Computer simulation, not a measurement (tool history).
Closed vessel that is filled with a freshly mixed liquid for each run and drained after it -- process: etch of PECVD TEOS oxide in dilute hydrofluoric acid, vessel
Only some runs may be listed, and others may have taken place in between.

run,hour,temperature setpoint of the liquid (°C),parts of water to one part of 49 % hydrofluoric acid (parts by volume),time in the liquid (s),thickness taken off the PECVD TEOS oxide on a monitor wafer (angstrom)
1,0,20,205,340,302.41
2,6.7,20,205,340,302.73
3,13.8,19,220,340,269.69
4,21.6,18.5,230,340,249.17
5,24.5,18.5,180,340,337.09
6,32.4,18.5,115,340,552.85
7,39.2,17,195,340,287.78

For run 8, what comes out?
8,42.3,17,210,340,?

For run 8 the tool returned thickness taken off the PECVD TEOS oxide on a monitor wafer (angstrom) 263.84.
